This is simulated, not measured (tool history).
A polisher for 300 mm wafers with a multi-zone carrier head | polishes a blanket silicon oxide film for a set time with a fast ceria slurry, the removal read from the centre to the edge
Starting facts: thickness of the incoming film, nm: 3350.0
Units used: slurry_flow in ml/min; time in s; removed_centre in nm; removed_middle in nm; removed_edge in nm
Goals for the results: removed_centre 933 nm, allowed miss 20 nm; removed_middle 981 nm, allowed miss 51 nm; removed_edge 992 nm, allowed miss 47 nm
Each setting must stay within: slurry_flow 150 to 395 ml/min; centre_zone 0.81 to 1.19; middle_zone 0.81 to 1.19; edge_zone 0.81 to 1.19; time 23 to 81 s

run   hour  slurry_flow  centre_zone  middle_zone  edge_zone  time  removed_centre  removed_middle  removed_edge
  1      0          250            1            1          1    52          712.26             713        748.89
  2    6.5          250         0.96            1          1    52          687.85          729.25        752.53
  3   15.5          250         0.96            1       0.97    52          689.47          720.48           737
  4   23.1          220         0.96            1       0.97    52          677.36          710.59        745.71
  5   28.8          220         0.89            1       0.97    52          629.33          721.23        735.38
  6   34.8          220         0.89         1.08       0.97    52          628.97          767.79        735.47
  7   36.7          215         0.95          1.1       1.01    56          721.89          841.35        817.45
  8   41.9          215         0.99         1.12       1.05    58          778.31           861.8        852.76
  9   49.6          215         0.99         1.12       1.05    58          782.63          888.99        852.45
 10     54          220         1.01         1.12       1.08    60          827.26          920.02        898.98
 11   60.7          235         1.03         1.12       1.11    61           865.5          931.12        945.65
 12   69.4          255         1.04         1.13       1.12    61          874.58          953.39         957.7
 13   78.1          265         1.05         1.13       1.13    61           891.8          928.85        946.02
        80  -- edge zone pressure recalibrated
 14     80          265         1.05         1.14       1.14    61          884.53          975.01        895.08
 15   84.5          250         1.06         1.14       1.14    62          913.17           983.2        921.99
 16   89.2          260         1.06         1.13       1.15    62          910.41          960.02        906.56
 17     97          265         1.06         1.13       1.11    62          908.83          981.52        912.96
 18     98          260         1.06         1.13       1.12    63          933.74          988.73        923.56
 19    106          255         1.06         1.13       1.14    63          922.87          995.89        914.24
 20  114.4          295         1.05         1.12       1.14    63          939.54          988.28        929.84
 21  117.7          295         1.05         1.12       1.14    63          935.68           973.4        964.98

Which one of the following 5 next-run settings gets every result inside its allowed miss? There is exactly one.
  A   121          245         0.99         1.06       1.11    68               ?               ?             ?
  B   121          235         1.11         1.16       1.08    60               ?               ?             ?
  C   121          325         1.04         0.98       1.16    64               ?               ?             ?
  D   121          285         1.11         1.15       1.11    60               ?               ?             ?
  E   121          325         1.05         1.11       1.12    62               ?               ?             ?

move  removed_centre  removed_middle  removed_edge
   A          928.64          985.14        992.01
   B          915.67          934.45        859.29
   C           945.1          890.44        975.34
   D          935.25          945.41        884.08
   E          925.28          958.93        926.34
A: meets every target
B: further off than the last run
C: brings the result that was furthest off to its target, and leaves another outside
D: further off than the last run
E: further off than the last run
Answer: A

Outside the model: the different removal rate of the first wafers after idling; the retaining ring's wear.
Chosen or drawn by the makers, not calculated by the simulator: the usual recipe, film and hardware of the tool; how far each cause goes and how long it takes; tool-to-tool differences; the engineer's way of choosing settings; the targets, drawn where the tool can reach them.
